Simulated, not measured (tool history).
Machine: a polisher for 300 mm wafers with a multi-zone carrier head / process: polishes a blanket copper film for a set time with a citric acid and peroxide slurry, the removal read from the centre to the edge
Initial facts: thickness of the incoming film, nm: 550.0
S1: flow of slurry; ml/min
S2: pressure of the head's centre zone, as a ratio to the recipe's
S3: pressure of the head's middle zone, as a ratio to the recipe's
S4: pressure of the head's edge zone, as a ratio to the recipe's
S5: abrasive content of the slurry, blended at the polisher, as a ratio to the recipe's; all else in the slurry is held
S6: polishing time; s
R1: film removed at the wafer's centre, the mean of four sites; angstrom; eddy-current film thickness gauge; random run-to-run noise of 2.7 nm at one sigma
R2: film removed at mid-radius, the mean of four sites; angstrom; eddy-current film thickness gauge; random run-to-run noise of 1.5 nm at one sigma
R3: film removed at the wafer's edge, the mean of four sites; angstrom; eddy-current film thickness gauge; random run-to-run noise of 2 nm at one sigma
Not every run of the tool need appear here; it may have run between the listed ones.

Run 1, hour 0.0: S1 250 ml/min, S2 1.00, S3 1.00, S4 1.00, S5 1.00, S6 72 s. Result: R1 2346.3 angstrom, R2 2299.2 angstrom, R3 2339.0 angstrom.
Run 2, hour 5.5: S1 245 ml/min, S2 1.00, S3 0.99, S4 1.00, S5 1.00, S6 72 s. Result: R1 2328.0 angstrom, R2 2274.0 angstrom, R3 2302.6 angstrom.
Run 3, hour 8.2: S1 270 ml/min, S2 1.00, S3 0.99, S4 1.00, S5 1.00, S6 72 s. Result: R1 2356.8 angstrom, R2 2285.2 angstrom, R3 2362.1 angstrom.
Run 4, hour 15.4: S1 270 ml/min, S2 1.00, S3 0.99, S4 0.91, S5 1.00, S6 72 s. Result: R1 2348.4 angstrom, R2 2285.0 angstrom, R3 2299.3 angstrom.
Run 5, hour 17.4: S1 270 ml/min, S2 1.07, S3 0.99, S4 0.91, S5 1.00, S6 72 s. Result: R1 2553.3 angstrom, R2 2293.0 angstrom, R3 2276.7 angstrom.
Run 6, hour 22.0: S1 235 ml/min, S2 1.07, S3 0.99, S4 0.91, S5 1.00, S6 72 s. Result: R1 2513.2 angstrom, R2 2283.9 angstrom, R3 2252.3 angstrom.
Run 7, hour 24.8: S1 235 ml/min, S2 1.06, S3 0.97, S4 0.91, S5 1.00, S6 72 s. Result: R1 2470.7 angstrom, R2 2189.6 angstrom, R3 2259.3 angstrom.
Run 8, hour 32.1: S1 230 ml/min, S2 1.05, S3 0.96, S4 0.91, S5 1.00, S6 72 s. Result: R1 2344.7 angstrom, R2 2216.9 angstrom, R3 2224.3 angstrom.
Run 9, hour 36.2: S1 205 ml/min, S2 1.09, S3 0.86, S4 0.99, S5 0.95, S6 72 s. Result: R1 2420.4 angstrom, R2 1982.4 angstrom, R3 2282.5 angstrom.
Run 10, hour 44.7: S1 200 ml/min, S2 1.09, S3 0.86, S4 0.99, S5 0.95, S6 72 s. Result: R1 2437.1 angstrom, R2 1930.0 angstrom, R3 2302.9 angstrom.
Run 11, hour 50.5: S1 200 ml/min, S2 1.09, S3 0.86, S4 0.99, S5 0.95, S6 72 s. Result: R1 2402.9 angstrom, R2 1968.6 angstrom, R3 2225.1 angstrom.
Run 12, hour 51.3: S1 200 ml/min, S2 1.08, S3 0.86, S4 0.99, S5 0.95, S6 72 s. Result: R1 2399.0 angstrom, R2 1923.4 angstrom, R3 2241.2 angstrom.

Forecast run 13:
Run 13, hour 55.2: S1 200 ml/min, S2 1.07, S3 0.87, S4 0.99, S5 0.95, S6 72 s. Result: R1 ?, R2 ?, R3 ?.

R1: 2392.6 angstrom
R2: 1990.0 angstrom
R3: 2262.6 angstrom
